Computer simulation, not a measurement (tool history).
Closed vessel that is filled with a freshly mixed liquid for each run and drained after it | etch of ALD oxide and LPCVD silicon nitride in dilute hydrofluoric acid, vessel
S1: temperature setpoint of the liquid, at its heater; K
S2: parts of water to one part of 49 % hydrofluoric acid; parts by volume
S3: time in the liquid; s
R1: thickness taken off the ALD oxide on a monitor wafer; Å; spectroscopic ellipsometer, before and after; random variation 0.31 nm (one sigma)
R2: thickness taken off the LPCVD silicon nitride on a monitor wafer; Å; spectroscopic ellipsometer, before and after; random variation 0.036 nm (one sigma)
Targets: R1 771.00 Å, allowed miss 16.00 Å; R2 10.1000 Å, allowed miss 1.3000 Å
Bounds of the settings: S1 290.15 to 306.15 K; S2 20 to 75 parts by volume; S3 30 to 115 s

run,hour,S1,S2,S3,R1,R2
1,0.0,298.15,45,60,538.54,7.0767
2,6.1,300.65,45,60,602.23,7.8756
3,10.0,300.65,45,70,699.96,8.8323
4,17.6,300.65,45,95,946.81,11.8020
5,26.0,300.65,35,95,1233.70,15.8140
6,35.0,299.15,35,95,1156.40,14.6220
7,38.3,298.15,35,95,1118.30,13.0800
8,45.1,297.65,50,95,744.96,9.2956
9,49.9,299.15,50,95,805.28,10.2330

4 next moves are on the table. One of them brings every result within its allowed miss. Which?
A,54.7,298.65,50,100,?,?
B,54.7,295.65,30,60,?,?
C,54.7,298.65,45,90,?,?
D,54.7,300.65,55,95,?,?

move,R1,R2
A,824.06,10.5200
B,745.31,8.4538
C,829.28,10.4950
D,766.65,10.3910
A: further off than the last run
B: takes the result that was furthest off past its target
C: further off than the last run
D: meets every target
The right move is D.

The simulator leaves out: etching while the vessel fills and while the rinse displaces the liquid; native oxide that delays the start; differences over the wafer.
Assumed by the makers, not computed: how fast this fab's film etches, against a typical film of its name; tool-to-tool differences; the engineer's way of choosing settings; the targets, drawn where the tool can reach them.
